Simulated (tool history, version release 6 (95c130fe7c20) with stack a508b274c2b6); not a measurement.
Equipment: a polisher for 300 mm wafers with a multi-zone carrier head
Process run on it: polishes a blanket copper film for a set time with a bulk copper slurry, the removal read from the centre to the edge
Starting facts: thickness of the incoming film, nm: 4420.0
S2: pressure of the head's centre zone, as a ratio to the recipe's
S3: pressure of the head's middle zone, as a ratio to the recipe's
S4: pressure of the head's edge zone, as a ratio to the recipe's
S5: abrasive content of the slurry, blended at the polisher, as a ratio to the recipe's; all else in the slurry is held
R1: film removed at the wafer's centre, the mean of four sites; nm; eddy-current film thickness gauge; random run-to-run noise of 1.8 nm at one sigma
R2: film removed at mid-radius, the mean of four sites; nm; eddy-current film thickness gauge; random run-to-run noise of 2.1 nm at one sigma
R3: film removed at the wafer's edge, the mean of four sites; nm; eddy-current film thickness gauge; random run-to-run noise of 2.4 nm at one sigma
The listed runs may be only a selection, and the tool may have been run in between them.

Run 1, day 0.000: flow of slurry (ml/min) 275, S2 1.00, S3 1.00, S4 1.00, S5 1.00, polishing time (s) 69. Result: R1 334.59 nm, R2 337.84 nm, R3 345.18 nm.
Run 2, day 0.283: flow of slurry (ml/min) 270, S2 1.00, S3 0.96, S4 0.97, S5 0.90, polishing time (s) 68. Result: R1 319.65 nm, R2 306.21 nm, R3 323.90 nm.
Run 3, day 0.329: flow of slurry (ml/min) 270, S2 1.00, S3 0.96, S4 0.97, S5 0.75, polishing time (s) 68. Result: R1 303.16 nm, R2 296.20 nm, R3 309.43 nm.
Run 4, day 0.692: flow of slurry (ml/min) 270, S2 1.00, S3 0.96, S4 0.97, S5 0.55, polishing time (s) 68. Result: R1 275.40 nm, R2 264.85 nm, R3 277.77 nm.
Run 5, day 0.829: flow of slurry (ml/min) 260, S2 1.00, S3 0.94, S4 0.96, S5 0.55, polishing time (s) 68. Result: R1 271.76 nm, R2 262.39 nm, R3 277.23 nm.
Run 6, day 1.071: flow of slurry (ml/min) 255, S2 1.01, S3 0.91, S4 0.95, S5 0.55, polishing time (s) 68. Result: R1 278.83 nm, R2 258.98 nm, R3 275.76 nm.
Run 7, day 1.271: flow of slurry (ml/min) 245, S2 1.01, S3 0.89, S4 0.95, S5 0.55, polishing time (s) 68. Result: R1 275.56 nm, R2 253.79 nm, R3 278.28 nm.

Forecast run 8:
Run 8, day 1.471: flow of slurry (ml/min) 240, S2 1.01, S3 0.87, S4 0.94, S5 0.55, polishing time (s) 68. Result: R1 ?, R2 ?, R3 ?.

Run 8 gave R1 277.46 nm, R2 245.21 nm, R3 273.39 nm.
